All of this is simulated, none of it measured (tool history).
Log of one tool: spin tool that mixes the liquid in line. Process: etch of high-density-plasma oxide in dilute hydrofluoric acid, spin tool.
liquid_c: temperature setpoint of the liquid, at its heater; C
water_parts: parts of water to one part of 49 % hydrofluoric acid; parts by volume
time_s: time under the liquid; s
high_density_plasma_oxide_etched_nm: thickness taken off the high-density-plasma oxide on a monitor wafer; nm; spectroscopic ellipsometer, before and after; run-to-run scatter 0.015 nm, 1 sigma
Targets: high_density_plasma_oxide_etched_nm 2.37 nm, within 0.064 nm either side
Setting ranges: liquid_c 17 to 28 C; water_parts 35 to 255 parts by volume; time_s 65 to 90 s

run  hour  liquid_c  water_parts  time_s  high_density_plasma_oxide_etched_nm
  1     0        20          145      90                               2.7273
  2   4.9      19.5          145      90                               2.6999
  3   9.8      19.5          145      65                               1.9219
  4  15.3      21.5          145      65                               2.0995
  5  22.8      18.5          145      65                               1.8806
  6  25.5        19          145      65                               1.9193
  7    28      19.5          145      65                               1.9494
  8  30.4        20          145      65                               1.9755

Which of these 4 next moves meets every target?
  A  32.8      21.5          150      70                                    ?
  B  32.8      20.5          160      85                                    ?
  C  32.8      24.5          160      80                                    ?
  D  32.8      20.5          145      85                                    ?

move  high_density_plasma_oxide_etched_nm
   A                               2.1586
   B                               2.3378
   C                               2.5672
   D                               2.6206
A: gains on the last run, yet a result remains outside its allowed miss
B: in spec on every target
C: pushes the last run's worst result past its target
D: pushes the last run's worst result past its target
Move B is the one to make.
